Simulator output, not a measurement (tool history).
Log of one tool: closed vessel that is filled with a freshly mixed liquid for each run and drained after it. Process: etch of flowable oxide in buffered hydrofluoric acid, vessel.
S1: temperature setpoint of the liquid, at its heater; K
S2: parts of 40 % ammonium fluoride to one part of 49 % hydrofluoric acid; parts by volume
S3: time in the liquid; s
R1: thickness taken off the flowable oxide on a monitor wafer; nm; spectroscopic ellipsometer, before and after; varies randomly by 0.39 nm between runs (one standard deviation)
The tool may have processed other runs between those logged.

run,hour,S1,S2,S3,R1
1,0,294.15,13.5,105,143.08
2,6.9,294.15,11.5,105,166.69
3,10,294.15,11.5,115,182.53
4,18.1,292.15,11.5,115,162.71
5,24.9,291.65,13,115,140.64
6,28,291.65,13,105,128.51
# hour 34.8: thermometer replaced
7,34.8,291.15,14,105,130.15

What does the tool deliver on the next run?
8,42.9,290.65,16,105,?

R1: 110.02 nm

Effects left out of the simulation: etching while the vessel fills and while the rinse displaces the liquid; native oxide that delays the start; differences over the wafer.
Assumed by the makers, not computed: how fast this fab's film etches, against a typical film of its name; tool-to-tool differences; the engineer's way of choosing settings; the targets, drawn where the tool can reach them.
